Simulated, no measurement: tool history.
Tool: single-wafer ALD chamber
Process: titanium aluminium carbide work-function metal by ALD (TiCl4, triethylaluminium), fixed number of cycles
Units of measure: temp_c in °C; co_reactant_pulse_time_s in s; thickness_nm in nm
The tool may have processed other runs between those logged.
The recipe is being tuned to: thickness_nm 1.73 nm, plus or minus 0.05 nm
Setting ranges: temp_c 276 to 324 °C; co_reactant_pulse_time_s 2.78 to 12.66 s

run,hour,temp_c,co_reactant_pulse_time_s,thickness_nm
1,0,300,7.72,2.039
2,3.3,307,7.72,2.0794
3,7.3,307,6.65,2.0462
4,12.9,300,5.52,1.92
5,19,296,4.95,1.8203
6,24.3,296,2.86,1.5491
7,25.8,297,3.3,1.6325
8,34.2,298,3.53,1.6747

Exercise: of the 4 proposed moves below, exactly one satisfies all targets within the stated allowed misses. Which move is it?
A,42.6,291,3.24,?
B,42.6,305,2.78,?
C,42.6,284,3.76,?
D,42.6,284,4.99,?

move,thickness_nm
A,1.5862
B,1.6108
C,1.6048
D,1.7324
A: misses by more than the last run did
B: misses by more than the last run did
C: misses by more than the last run did
D: every result within its allowed miss
D is the move that brings every result within its allowed miss.

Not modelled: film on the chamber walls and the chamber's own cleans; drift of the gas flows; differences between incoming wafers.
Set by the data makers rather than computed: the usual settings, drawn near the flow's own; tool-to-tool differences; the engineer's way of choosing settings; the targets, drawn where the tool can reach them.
